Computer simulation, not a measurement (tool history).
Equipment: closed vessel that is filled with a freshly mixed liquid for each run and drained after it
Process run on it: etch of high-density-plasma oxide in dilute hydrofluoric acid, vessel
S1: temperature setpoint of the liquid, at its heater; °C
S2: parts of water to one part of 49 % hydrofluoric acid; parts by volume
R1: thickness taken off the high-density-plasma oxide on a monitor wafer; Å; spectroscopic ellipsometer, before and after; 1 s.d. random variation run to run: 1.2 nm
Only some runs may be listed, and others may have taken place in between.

run 1 day=0.000 | S1=20.0 S2=80 time_in_the_liquid_(s)=1190 | R1=826.92
run 2 day=0.079 | S1=20.0 S2=80 time_in_the_liquid_(s)=1190 | R1=811.13
run 3 day=0.212 | S1=21.0 S2=80 time_in_the_liquid_(s)=1190 | R1=848.40
run 4 day=0.575 | S1=21.5 S2=80 time_in_the_liquid_(s)=1190 | R1=874.18
-- day=0.725 hydrofluoric acid flow meter replaced
run 5 day=0.725 | S1=22.0 S2=80 time_in_the_liquid_(s)=1190 | R1=816.11
run 6 day=1.083 | S1=22.0 S2=75 time_in_the_liquid_(s)=1190 | R1=857.35
run 7 day=1.154 | S1=22.0 S2=70 time_in_the_liquid_(s)=1190 | R1=937.30

Run 8 is up next; what results do you expect?
run 8 day=1.325 | S1=22.0 S2=70 time_in_the_liquid_(s)=1190 | R1=?

R1: 935.53 Å
